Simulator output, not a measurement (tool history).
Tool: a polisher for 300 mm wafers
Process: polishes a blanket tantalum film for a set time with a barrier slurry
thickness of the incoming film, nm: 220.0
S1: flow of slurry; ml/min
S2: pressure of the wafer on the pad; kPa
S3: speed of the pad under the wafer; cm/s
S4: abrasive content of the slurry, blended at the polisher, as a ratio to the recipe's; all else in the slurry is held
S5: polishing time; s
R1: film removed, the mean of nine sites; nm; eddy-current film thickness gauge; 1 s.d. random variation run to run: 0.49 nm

Run 1, hour 0: S1 225 ml/min, S2 11.7 kPa, S3 114 cm/s, S4 1, S5 25 s. Result: R1 31.74 nm.
Run 2, hour 7.7: S1 170 ml/min, S2 11.7 kPa, S3 114 cm/s, S4 1, S5 25 s. Result: R1 31.624 nm.
Run 3, hour 14.3: S1 170 ml/min, S2 11.7 kPa, S3 114 cm/s, S4 1, S5 22 s. Result: R1 27.583 nm.
Run 4, hour 17: S1 170 ml/min, S2 11.7 kPa, S3 114 cm/s, S4 0.85, S5 22 s. Result: R1 26.834 nm.
Run 5, hour 20.1: S1 170 ml/min, S2 11.7 kPa, S3 88 cm/s, S4 0.85, S5 22 s. Result: R1 20.081 nm.
Run 6, hour 23.2: S1 170 ml/min, S2 13.1 kPa, S3 88 cm/s, S4 0.85, S5 22 s. Result: R1 22.142 nm.
At hour 26.9: worn pad replaced by a new one.
Run 7, hour 26.9: S1 170 ml/min, S2 14.5 kPa, S3 96 cm/s, S4 0.85, S5 22 s. Result: R1 29.489 nm.

The next listed run, before its measurement:
Run 8, hour 34.9: S1 180 ml/min, S2 17.9 kPa, S3 98 cm/s, S4 0.85, S5 22 s. Result: R1 ?.

{"run 8": {"R1": 37.012}}
